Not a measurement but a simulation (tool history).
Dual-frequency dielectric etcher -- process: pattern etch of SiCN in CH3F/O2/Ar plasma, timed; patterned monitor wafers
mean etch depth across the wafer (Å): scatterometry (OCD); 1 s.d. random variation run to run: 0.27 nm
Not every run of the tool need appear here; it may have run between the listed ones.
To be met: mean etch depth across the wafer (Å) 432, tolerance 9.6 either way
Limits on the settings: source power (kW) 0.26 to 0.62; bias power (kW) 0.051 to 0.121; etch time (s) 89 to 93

run,hour,source power (kW),bias power (kW),etch time (s),mean etch depth across the wafer (Å)
1,0,0.44,0.086,89,382.06
2,0.6,0.44,0.098,89,406.02
3,5.5,0.44,0.088,89,388.31
4,7.5,0.47,0.09,89,405.43
5,16.1,0.49,0.091,89,409.78
6,21.4,0.49,0.084,89,396.18
7,24.9,0.52,0.085,89,411.5
8,30.9,0.53,0.086,89,417.03

4 candidate next runs follow, results not yet known. Just one meets every target within its allowed miss. Identify it.
A,36.9,0.55,0.085,92,?
B,36.9,0.55,0.07,92.5,?
C,36.9,0.46,0.089,90,?
D,36.9,0.5,0.079,93,?

move,mean etch depth across the wafer (Å)
A,432.87
B,397.18
C,399.44
D,405.08
A: every result lands within tolerance
B: lands further from the targets than the last run did
C: lands further from the targets than the last run did
D: lands further from the targets than the last run did
The right move is A.
